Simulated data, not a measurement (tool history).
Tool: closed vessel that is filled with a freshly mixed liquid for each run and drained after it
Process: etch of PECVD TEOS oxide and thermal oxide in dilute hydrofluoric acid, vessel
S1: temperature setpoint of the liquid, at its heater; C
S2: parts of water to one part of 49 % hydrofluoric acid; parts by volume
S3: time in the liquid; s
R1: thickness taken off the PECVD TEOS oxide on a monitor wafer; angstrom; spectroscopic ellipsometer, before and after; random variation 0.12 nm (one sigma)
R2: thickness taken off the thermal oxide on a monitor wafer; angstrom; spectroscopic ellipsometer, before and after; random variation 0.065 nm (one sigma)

run 1 hour=0.0 | S1=25.0 S2=195 S3=750 | R1=561.78 R2=163.83
run 2 hour=0.6 | S1=23.0 S2=205 S3=750 | R1=490.82 R2=144.51
run 3 hour=1.8 | S1=22.0 S2=210 S3=750 | R1=459.19 R2=132.70
run 4 hour=3.8 | S1=20.0 S2=210 S3=750 | R1=425.87 R2=123.44
run 5 hour=12.1 | S1=19.5 S2=215 S3=750 | R1=404.24 R2=116.61
run 6 hour=20.7 | S1=19.0 S2=220 S3=750 | R1=386.56 R2=112.48

The next listed run, before its measurement:
run 7 hour=28.3 | S1=18.5 S2=220 S3=750 | R1=? R2=?

{"run 7": {"R1": 379.66, "R2": 110.89}}

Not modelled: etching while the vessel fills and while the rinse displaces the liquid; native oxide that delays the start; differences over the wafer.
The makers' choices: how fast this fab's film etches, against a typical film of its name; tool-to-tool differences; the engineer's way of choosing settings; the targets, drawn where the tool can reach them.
